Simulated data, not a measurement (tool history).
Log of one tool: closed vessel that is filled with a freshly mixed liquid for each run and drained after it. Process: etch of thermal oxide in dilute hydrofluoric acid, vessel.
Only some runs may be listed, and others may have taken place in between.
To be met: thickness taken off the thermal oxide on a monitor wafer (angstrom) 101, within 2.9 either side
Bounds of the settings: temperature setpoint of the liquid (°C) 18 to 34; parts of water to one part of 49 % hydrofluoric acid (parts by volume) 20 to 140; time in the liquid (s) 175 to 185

run,hour,temperature setpoint of the liquid (°C),parts of water to one part of 49 % hydrofluoric acid (parts by volume),time in the liquid (s),thickness taken off the thermal oxide on a monitor wafer (angstrom)
1,0,26,75,175,116.94
2,3,25,75,175,113.2
3,8.8,25,65,175,133.86
4,13.6,23,65,175,123.27
5,19.1,26,65,175,139.41
6,26,26,65,185,146.13
7,29.2,24,70,185,125.32
8,34.3,22.5,70,185,117.55
9,39.1,21.5,70,185,113.43
10,41.1,20.5,70,185,108.09
11,46.8,20,70,185,106.26

Of the 5 settings listed for the next run, only one would bring every result within its allowed miss of target. Which one?
A,52.5,24,75,175,?
B,52.5,23,80,180,?
C,52.5,22.5,70,185,?
D,52.5,19.5,65,185,?
E,52.5,19,65,185,?

move,thickness taken off the thermal oxide on a monitor wafer (angstrom)
A,110.3
B,101.5
C,118.27
D,113.1
E,110.73
A: misses by more than the last run did
B: meets every target
C: misses by more than the last run did
D: misses by more than the last run did
E: misses by more than the last run did
Answer: B
